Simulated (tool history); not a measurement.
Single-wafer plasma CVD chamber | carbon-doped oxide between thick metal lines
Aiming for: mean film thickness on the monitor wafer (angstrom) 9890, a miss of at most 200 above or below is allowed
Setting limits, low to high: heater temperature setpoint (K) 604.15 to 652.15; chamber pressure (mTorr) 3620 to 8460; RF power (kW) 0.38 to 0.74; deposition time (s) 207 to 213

run  hour  heater temperature setpoint (K)  chamber pressure (mTorr)  RF power (kW)  deposition time (s)  mean film thickness on the monitor wafer (angstrom)
  1     0                           628.15                      6040           0.56                  207                                                10986
  2   3.7                           629.15                      5860           0.55                  207                                                10833
  3  10.1                           620.15                      5860           0.55                  207                                                10988
  4  12.2                           620.15                      5130           0.55                  207                                                10802
  5  18.4                           609.15                      5130           0.55                  207                                                11072
  6  25.7                           610.15                      4900           0.54                  207                                                10905
  7  31.4                           611.15                      4700           0.53                  207                                                10596
  8  32.5                           612.15                      4520          0.525                  207                                                10446
  9  39.6                           613.15                      4390          0.525                  207                                                10389
 10    48                           614.15                      4270          0.525                  207                                                10234
 11  51.4                           615.15                      4210          0.525                  207                                                10187
 12  59.3                           616.15                      4160          0.525                  207                                                10161
 13  64.6                           617.15                      4110          0.525                  207                                                10184
 14  70.8                           618.15                      4030          0.525                  207                                                10070

Below are 4 possible settings for the next run. Only one of them brings all results inside the allowed miss of their targets. Which is it?
  A    77                           620.15                      4170          0.515                  213                                                    ?
  B    77                           605.15                      3620          0.585                  207                                                    ?
  C    77                           637.15                      5080           0.51                  207                                                    ?
  D    77                           621.15                      3880           0.53                  211                                                    ?

move  mean film thickness on the monitor wafer (angstrom)
   A                                                10244
   B                                                10847
   C                                                 9911
   D                                                10171
A: the biggest miss grows against the last run
B: the biggest miss grows against the last run
C: hits every target within its allowed miss
D: the biggest miss grows against the last run
C meets every target.
